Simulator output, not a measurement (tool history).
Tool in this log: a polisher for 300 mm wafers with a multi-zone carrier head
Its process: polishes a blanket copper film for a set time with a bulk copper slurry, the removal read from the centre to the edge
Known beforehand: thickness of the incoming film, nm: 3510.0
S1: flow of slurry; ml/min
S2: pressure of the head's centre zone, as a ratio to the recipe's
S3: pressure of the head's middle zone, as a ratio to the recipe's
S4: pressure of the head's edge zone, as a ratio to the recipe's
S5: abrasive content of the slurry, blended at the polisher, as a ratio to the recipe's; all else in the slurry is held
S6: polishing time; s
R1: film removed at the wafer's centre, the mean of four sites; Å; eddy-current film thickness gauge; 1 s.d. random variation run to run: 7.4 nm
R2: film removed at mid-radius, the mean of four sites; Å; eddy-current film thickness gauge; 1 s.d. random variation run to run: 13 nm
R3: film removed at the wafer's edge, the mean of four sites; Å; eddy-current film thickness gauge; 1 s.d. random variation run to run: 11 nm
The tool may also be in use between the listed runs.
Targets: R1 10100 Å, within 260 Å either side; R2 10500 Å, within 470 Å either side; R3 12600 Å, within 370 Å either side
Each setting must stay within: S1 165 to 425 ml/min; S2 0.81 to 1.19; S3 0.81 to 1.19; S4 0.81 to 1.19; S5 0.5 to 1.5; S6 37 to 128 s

run	hour	S1	S2	S3	S4	S5	S6	R1	R2	R3
1	0	275	1	1	1	1	82	9740.5	9581.3	9882.2
2	6.8	275	1.07	1	1	1	82	10312	9737.2	9898.4
3	12.7	275	1.07	1.06	1	1	82	10605	10002	9668.9
4	17.3	285	1.03	1.02	1.06	1.1	83	10368	10113	10422
5	26.4	285	1.03	1.02	1.06	1.1	90	11366	10617	11401
6	34.7	270	0.98	1.01	1.08	1.2	91	11150	11096	11602
7	36.2	275	0.94	0.98	1.11	1.2	92	10872	11013	11929
8	44	270	0.91	0.95	1.13	1.2	93	10425	10664	12377
9	48.9	265	0.9	0.94	1.14	1.2	93	10415	10650	12254
10	56	265	0.9	0.94	1.14	1.2	93	10409	11043	12308

Of the 4 settings listed for the next run, only one would bring every result within its allowed miss of target. Which one?
A	63.1	265	0.9	0.93	1.12	1.15	92	?	?	?
B	63.1	195	0.89	1.13	1.12	1.05	93	?	?	?
C	63.1	300	0.88	0.93	1.08	1.1	93	?	?	?
D	63.1	325	0.87	0.91	1.19	1.2	92	?	?	?

move	R1	R2	R3
A	10204	10561	12061
B	9634.9	11926	11614
C	10117	10699	11960
D	10162	10668	12748
A: the furthest-off result lands on target, but another misses its tolerance
B: carries the result that was furthest off beyond its target, to the other side
C: the furthest-off result lands on target, but another misses its tolerance
D: all results in spec
D meets every target.

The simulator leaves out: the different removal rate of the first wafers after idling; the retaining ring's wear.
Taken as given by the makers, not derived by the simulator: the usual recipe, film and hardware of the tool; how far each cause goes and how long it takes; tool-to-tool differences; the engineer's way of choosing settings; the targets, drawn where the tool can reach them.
